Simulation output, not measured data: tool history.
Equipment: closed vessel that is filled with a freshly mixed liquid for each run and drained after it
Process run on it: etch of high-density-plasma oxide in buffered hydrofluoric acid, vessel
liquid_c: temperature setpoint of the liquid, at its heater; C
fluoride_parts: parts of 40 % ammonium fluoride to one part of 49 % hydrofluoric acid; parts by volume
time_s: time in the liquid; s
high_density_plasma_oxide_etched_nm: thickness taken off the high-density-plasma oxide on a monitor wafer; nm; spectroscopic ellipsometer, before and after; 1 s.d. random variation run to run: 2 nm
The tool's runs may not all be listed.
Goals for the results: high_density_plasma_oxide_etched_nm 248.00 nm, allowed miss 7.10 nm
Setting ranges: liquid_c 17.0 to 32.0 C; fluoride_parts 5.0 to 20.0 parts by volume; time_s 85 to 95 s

run,hour,liquid_c,fluoride_parts,time_s,high_density_plasma_oxide_etched_nm
1,0.0,25.0,12.0,85,121.72
2,5.6,25.0,12.0,85,122.08
3,11.5,22.5,12.0,85,107.94
4,18.6,22.5,12.0,85,107.55
5,22.9,22.5,12.0,95,119.62
6,31.0,24.0,11.5,95,132.49
7,36.0,25.0,11.0,95,146.30
8,41.2,26.0,10.5,95,163.84
9,49.7,27.0,10.5,95,173.67
10,57.7,28.0,10.5,95,184.70
11,63.4,28.5,10.5,95,188.55
12,70.1,29.0,10.5,95,191.41

Consider the 5 candidate settings below. Which is the only one whose results all fall within their allowed miss of target?
A,76.8,28.5,10.5,85,?
B,76.8,30.5,8.5,95,?
C,76.8,28.0,8.0,95,?
D,76.8,31.5,8.5,95,?
E,76.8,31.5,8.0,95,?

move,high_density_plasma_oxide_etched_nm
A,166.47
B,246.35
C,230.62
D,259.51
E,277.10
A: its largest miss is bigger than the last run's
B: every result within its allowed miss
C: better than the last run, though not everything is in spec
D: the result that was furthest off in the last run now lies on the other side of its target
E: the result that was furthest off in the last run now lies on the other side of its target
The right move is B.
